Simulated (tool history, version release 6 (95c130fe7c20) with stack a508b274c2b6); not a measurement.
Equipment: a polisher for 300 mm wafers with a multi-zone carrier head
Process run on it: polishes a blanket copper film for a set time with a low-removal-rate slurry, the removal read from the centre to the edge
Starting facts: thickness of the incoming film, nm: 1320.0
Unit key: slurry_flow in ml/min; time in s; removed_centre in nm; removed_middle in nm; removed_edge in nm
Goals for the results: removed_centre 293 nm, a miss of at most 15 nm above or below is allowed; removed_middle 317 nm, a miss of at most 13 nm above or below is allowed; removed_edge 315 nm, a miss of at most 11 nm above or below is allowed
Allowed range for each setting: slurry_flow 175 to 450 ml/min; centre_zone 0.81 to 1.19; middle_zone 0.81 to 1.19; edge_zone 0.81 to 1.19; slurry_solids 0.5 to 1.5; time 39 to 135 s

run	day	slurry_flow	centre_zone	middle_zone	edge_zone	slurry_solids	time	removed_centre	removed_middle	removed_edge
1	0	290	1	1	1	1	87	271.76	268.77	272.95
2	0.358	290	1	1	1	1	104	320.58	331.23	324.47
3	0.583	290	0.99	1	1	1	104	320.81	322.01	319.59
4	0.958	290	0.99	1.05	1	1	104	314.2	339.44	328.22
5	1.312	290	0.98	1.04	1	1	104	319.71	339.54	322.41
6	1.621	290	0.98	1.04	1	1	85	249.05	269.23	264.16
7	1.817	290	1	1.06	1.02	1.05	85	262.67	289.2	267.02
8	1.938	295	0.97	0.98	1.12	1.3	92	306.88	302.83	324.99
9	2.071	295	0.97	0.99	1.11	1.3	92	298.92	307.97	326.47

4 next moves are on the table. One of them brings every result within its allowed miss. Which?
A	2.204	360	0.97	1.11	1.15	1.4	88	?	?	?
B	2.204	340	0.99	1.03	1.1	1.2	91	?	?	?
C	2.204	240	0.88	1.02	1.05	1.4	98	?	?	?
D	2.204	330	0.93	0.96	1.12	1.25	96	?	?	?

move	removed_centre	removed_middle	removed_edge
A	297.26	341.97	330.22
B	297.73	315.13	317.78
C	285.52	339.24	340.04
D	297.53	316.42	342.15
A: moves away from the targets compared with the last run
B: hits every target within its allowed miss
C: moves away from the targets compared with the last run
D: moves away from the targets compared with the last run
B is the move that brings every result within its allowed miss.
